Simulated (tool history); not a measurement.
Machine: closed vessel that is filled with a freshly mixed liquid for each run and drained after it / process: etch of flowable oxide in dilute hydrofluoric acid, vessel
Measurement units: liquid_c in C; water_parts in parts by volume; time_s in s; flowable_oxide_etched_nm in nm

run 1 day=0 | liquid_c=22 water_parts=135 time_s=140 | flowable_oxide_etched_nm=38.214
run 2 day=0.254 | liquid_c=20.5 water_parts=135 time_s=140 | flowable_oxide_etched_nm=36.122
run 3 day=0.538 | liquid_c=20.5 water_parts=135 time_s=150 | flowable_oxide_etched_nm=38.196
run 4 day=0.875 | liquid_c=19.5 water_parts=135 time_s=150 | flowable_oxide_etched_nm=37.222
run 5 day=0.971 | liquid_c=17 water_parts=135 time_s=150 | flowable_oxide_etched_nm=33.317
run 6 day=1.004 | liquid_c=17 water_parts=170 time_s=150 | flowable_oxide_etched_nm=25.756
-- day=1.246 hydrofluoric acid flow meter replaced
run 7 day=1.246 | liquid_c=18 water_parts=170 time_s=150 | flowable_oxide_etched_nm=23.464

Forecast run 8:
run 8 day=1.608 | liquid_c=20 water_parts=170 time_s=150 | flowable_oxide_etched_nm=?

flowable_oxide_etched_nm: 25.763 nm
